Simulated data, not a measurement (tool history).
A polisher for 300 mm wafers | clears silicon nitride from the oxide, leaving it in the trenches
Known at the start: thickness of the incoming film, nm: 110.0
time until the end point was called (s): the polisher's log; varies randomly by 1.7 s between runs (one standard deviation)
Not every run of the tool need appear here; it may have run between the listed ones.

run,hour,flow of slurry (ml/min),pressure of the wafer on the pad (kPa),speed of the pad under the wafer (m/s),overpolish time after the end point (s),time until the end point was called (s)
1,0.0,175,22.8,1.16,9,74.859
2,8.6,175,21.4,1.16,9,81.106
3,14.1,205,21.4,1.16,9,77.314
4,15.7,205,20.0,1.16,9,83.388
5,23.7,205,18.6,1.16,9,91.127
6,30.2,225,18.6,1.16,9,88.890
7,33.8,225,17.9,1.16,9,93.552

For run 8, what comes out?
8,39.7,225,17.2,1.16,9,?

Run 8 produced time until the end point was called (s) 98.555.
